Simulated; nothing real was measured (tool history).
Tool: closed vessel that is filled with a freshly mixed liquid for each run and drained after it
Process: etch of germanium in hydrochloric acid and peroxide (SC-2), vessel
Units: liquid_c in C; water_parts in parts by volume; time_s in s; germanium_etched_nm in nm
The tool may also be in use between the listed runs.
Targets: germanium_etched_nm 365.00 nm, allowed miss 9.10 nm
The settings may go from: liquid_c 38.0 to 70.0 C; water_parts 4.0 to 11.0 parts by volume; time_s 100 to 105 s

run,hour,liquid_c,water_parts,time_s,germanium_etched_nm
1,0.0,54.0,6.0,100,245.17
2,1.8,54.0,6.0,105,256.96
3,3.4,57.5,6.0,105,290.00
4,8.0,60.0,6.0,105,310.16
5,11.7,60.0,6.0,100,298.66
6,16.9,55.0,6.0,100,252.18
7,20.7,59.0,6.0,100,286.29
8,26.0,59.0,6.0,100,287.45
9,29.1,59.0,6.0,100,287.72
10,32.0,61.5,6.0,100,308.89
11,39.9,63.0,6.0,100,323.64

Which of these 4 next moves meets every target?
A,47.8,65.5,5.5,105,?
B,47.8,58.0,7.0,100,?
C,47.8,63.0,4.5,105,?
D,47.8,59.0,8.0,100,?

move,germanium_etched_nm
A,368.16
B,276.57
C,344.18
D,282.50
A: meets every target
B: further off than the last run
C: nearer than the last run, and not there yet
D: further off than the last run
Move A is the one to make.

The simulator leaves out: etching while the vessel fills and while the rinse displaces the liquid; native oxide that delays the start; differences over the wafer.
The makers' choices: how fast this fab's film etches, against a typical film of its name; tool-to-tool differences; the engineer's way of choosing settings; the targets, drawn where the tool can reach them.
